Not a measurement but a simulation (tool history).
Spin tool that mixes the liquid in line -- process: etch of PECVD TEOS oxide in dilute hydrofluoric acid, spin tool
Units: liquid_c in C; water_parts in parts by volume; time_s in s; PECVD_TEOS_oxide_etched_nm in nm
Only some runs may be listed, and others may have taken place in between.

{"run": 1, "hour": 0.0, "liquid_c": 22, "water_parts": 275, "time_s": 290, "PECVD_TEOS_oxide_etched_nm": 14.13}
{"run": 2, "hour": 7.0, "liquid_c": 22, "water_parts": 275, "time_s": 290, "PECVD_TEOS_oxide_etched_nm": 14.11}
{"run": 3, "hour": 11.8, "liquid_c": 21, "water_parts": 275, "time_s": 290, "PECVD_TEOS_oxide_etched_nm": 13.816}
{"run": 4, "hour": 14.8, "liquid_c": 20, "water_parts": 280, "time_s": 290, "PECVD_TEOS_oxide_etched_nm": 12.796}
{"run": 5, "hour": 15.5, "liquid_c": 20, "water_parts": 280, "time_s": 290, "PECVD_TEOS_oxide_etched_nm": 12.999}
{"run": 6, "hour": 20.2, "liquid_c": 22, "water_parts": 280, "time_s": 290, "PECVD_TEOS_oxide_etched_nm": 13.737}
{"run": 7, "hour": 26.7, "liquid_c": 21, "water_parts": 280, "time_s": 290, "PECVD_TEOS_oxide_etched_nm": 13.458}

Run 8 comes next. What will it give?
{"run": 8, "hour": 27.2, "liquid_c": 21, "water_parts": 280, "time_s": 290, "PECVD_TEOS_oxide_etched_nm": "?"}

{"run 8": {"PECVD_TEOS_oxide_etched_nm": 13.323}}
